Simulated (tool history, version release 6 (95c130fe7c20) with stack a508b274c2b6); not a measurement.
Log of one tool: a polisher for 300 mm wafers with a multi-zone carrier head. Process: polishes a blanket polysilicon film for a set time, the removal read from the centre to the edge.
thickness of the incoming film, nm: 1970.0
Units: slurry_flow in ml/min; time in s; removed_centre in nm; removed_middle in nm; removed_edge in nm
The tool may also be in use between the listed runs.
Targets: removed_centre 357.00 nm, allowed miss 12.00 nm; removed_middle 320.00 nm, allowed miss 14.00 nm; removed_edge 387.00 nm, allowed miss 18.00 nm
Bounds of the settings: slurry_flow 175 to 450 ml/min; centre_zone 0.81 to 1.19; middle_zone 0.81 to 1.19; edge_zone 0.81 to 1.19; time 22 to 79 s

run    day  slurry_flow  centre_zone  middle_zone  edge_zone  time  removed_centre  removed_middle  removed_edge
  1  0.000          290         1.00         1.00       1.00    50          288.76          294.58        298.26
  2  0.092          290         1.00         1.00       1.00    62          353.07          362.83        358.95
  3  0.229          315         1.00         1.00       1.00    62          362.69          368.80        362.00
  4  0.254          275         1.00         1.00       1.00    62          356.64          369.09        363.28
  5  0.517          275         1.00         1.04       1.00    62          352.82          373.01        360.23
  6  0.812          270         1.00         1.01       1.02    62          354.30          364.31        375.55
     1.117  -- slurry nozzle cleaned
  7  1.117          265         1.00         0.99       1.02    62          371.83          371.74        378.84
  8  1.358          260         0.99         0.97       1.03    61          354.41          351.46        368.44
  9  1.421          255         0.99         0.96       1.04    61          357.52          355.36        373.86

Which of these 5 next moves meets every target?
  A  1.483          310         0.98         1.13       0.88    59               ?               ?             ?
  B  1.483          385         1.01         1.12       0.81    59               ?               ?             ?
  C  1.483          265         1.00         0.84       1.13    60               ?               ?             ?
  D  1.483          280         0.93         0.98       0.90    64               ?               ?             ?
  E  1.483          320         0.95         1.09       1.03    62               ?               ?             ?

move  removed_centre  removed_middle  removed_edge
   A          352.99          387.62        342.56
   B          371.77          392.51        335.19
   C          358.65          309.18        389.20
   D          358.48          372.63        372.97
   E          360.66          397.25        388.84
A: further off than the last run
B: further off than the last run
C: meets every target
D: further off than the last run
E: further off than the last run
Move C is the one to make.
